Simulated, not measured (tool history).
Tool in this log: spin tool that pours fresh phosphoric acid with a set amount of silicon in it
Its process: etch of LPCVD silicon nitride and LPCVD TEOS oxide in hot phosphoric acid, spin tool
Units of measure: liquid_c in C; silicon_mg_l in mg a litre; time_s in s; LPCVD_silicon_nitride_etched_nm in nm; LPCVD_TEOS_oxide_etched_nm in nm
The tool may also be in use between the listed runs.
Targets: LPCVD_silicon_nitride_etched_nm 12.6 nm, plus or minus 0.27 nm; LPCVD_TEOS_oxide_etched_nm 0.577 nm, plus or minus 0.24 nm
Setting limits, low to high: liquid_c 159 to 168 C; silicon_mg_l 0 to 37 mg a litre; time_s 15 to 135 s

| run | day | liquid_c | silicon_mg_l | time_s | LPCVD_silicon_nitride_etched_nm | LPCVD_TEOS_oxide_etched_nm |
|---|---|---|---|---|---|---|
| 1 | 0 | 164 | 16 | 70 | 7.2728 | 0.22492 |
| 2 | 0.046 | 164.5 | 15 | 75 | 7.9977 | 0.35094 |
| 3 | 0.104 | 165 | 17 | 80 | 8.6845 | 0.2713 |
| 4 | 0.362 | 165.5 | 16 | 85 | 9.2765 | 0.30255 |
| 5 | 0.733 | 165.5 | 15 | 90 | 9.8672 | 0.34134 |
| 6 | 0.846 | 165.5 | 15 | 105 | 11.424 | 0.33708 |
| 7 | 0.921 | 166 | 14 | 105 | 11.748 | 0.47744 |
| 8 | 1.117 | 167 | 14.5 | 105 | 12.126 | 0.6258 |
| 9 | 1.317 | 167 | 15 | 105 | 11.99 | 0.43903 |
| 10 | 1.417 | 167 | 15 | 105 | 12.143 | 0.42943 |
| 11 | 1.533 | 167 | 14.5 | 105 | 12.08 | 0.50161 |
| 12 | 1.579 | 167.5 | 14.5 | 105 | 12.316 | 0.46705 |

Below are 5 possible settings for the next run. Only one of them brings all results inside the allowed miss of their targets. Which is it?
| A | 1.625 | 167 | 12 | 110 | ? | ? |
| B | 1.625 | 166 | 28 | 120 | ? | ? |
| C | 1.625 | 167.5 | 33 | 100 | ? | ? |
| D | 1.625 | 165.5 | 12 | 110 | ? | ? |
| E | 1.625 | 168 | 15 | 100 | ? | ? |

| move | LPCVD_silicon_nitride_etched_nm | LPCVD_TEOS_oxide_etched_nm |
|---|---|---|
| A | 12.692 | 0.56327 |
| B | 13.402 | 0.35906 |
| C | 11.727 | 0.27154 |
| D | 12.086 | 0.5056 |
| E | 11.919 | 0.51169 |
A: every result within its allowed miss
B: the result that was furthest off in the last run now lies on the other side of its target
C: its largest miss is bigger than the last run's
D: its largest miss is bigger than the last run's
E: its largest miss is bigger than the last run's
Correct choice: A, which meets every target

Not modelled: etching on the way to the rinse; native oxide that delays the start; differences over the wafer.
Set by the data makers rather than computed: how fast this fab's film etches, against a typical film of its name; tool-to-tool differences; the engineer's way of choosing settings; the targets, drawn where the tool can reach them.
